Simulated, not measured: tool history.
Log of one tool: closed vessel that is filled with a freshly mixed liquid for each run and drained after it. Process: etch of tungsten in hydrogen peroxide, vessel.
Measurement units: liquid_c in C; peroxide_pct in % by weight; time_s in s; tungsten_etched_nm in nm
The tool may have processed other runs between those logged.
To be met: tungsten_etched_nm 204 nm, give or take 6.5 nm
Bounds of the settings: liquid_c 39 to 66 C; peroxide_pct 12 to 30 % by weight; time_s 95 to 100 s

run    day  liquid_c  peroxide_pct  time_s  tungsten_etched_nm
  1      0        55          20.5      95               296.2
  2   0.35        55          20.5      95              299.94
  3  0.617        54          20.5      95              279.82
  4  0.833        53          20.5      95              263.69
  5  0.921        53          20.5     100              276.55
  6  0.975        52          20.5     100               263.9
  7    1.1        51          20.5     100              243.09
  8   1.25      50.5          20.5     100              238.76
  9  1.508        50          20.5     100              228.21

5 next moves are on the table. One of them brings every result within its allowed miss. Which?
  A  1.767      49.5            19      95                   ?
  B  1.767        50            18     100                   ?
  C  1.767        47          21.5      95                   ?
  D  1.767        53          21.5     100                   ?
  E  1.767        52          21.5     100                   ?

move  tungsten_etched_nm
   A              205.58
   B              217.17
   C              187.38
   D              284.63
   E              268.01
A: all results in spec
B: gains on the last run, yet a result remains outside its allowed miss
C: carries the result that was furthest off beyond its target, to the other side
D: the biggest miss grows against the last run
E: the biggest miss grows against the last run
Go with A: it meets all targets.
